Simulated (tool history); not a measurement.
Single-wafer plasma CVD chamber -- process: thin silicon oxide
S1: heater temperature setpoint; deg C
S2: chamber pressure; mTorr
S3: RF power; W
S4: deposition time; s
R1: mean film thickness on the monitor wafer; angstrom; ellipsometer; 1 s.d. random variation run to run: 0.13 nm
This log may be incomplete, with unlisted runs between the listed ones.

run  hour   S1   S2   S3    S4      R1
  1   0.0  415  802  340  8.77  177.01
  2   5.5  411  802  340  8.77  176.02
  3   7.5  411  802  385  8.77  193.04
  4  16.1  411  821  385  8.77  194.49
  5  17.7  411  885  385  8.77  203.56
  6  21.1  411  904  385  8.77  205.52
  7  28.9  411  923  385  8.77  209.66
  8  32.4  411  938  385  8.77  211.37
  9  41.4  411  952  385  8.77  212.73
 10  49.7  411  966  385  8.77  214.15
 11  51.1  411  979  385  8.77  218.91
 12  52.9  411  988  385  8.77  218.48

The next listed run, before its measurement:
     55.8  -- RF generator calibrated
 13  55.8  411  997  385  8.77   ?

Run 13 produced R1 226.58 angstrom.

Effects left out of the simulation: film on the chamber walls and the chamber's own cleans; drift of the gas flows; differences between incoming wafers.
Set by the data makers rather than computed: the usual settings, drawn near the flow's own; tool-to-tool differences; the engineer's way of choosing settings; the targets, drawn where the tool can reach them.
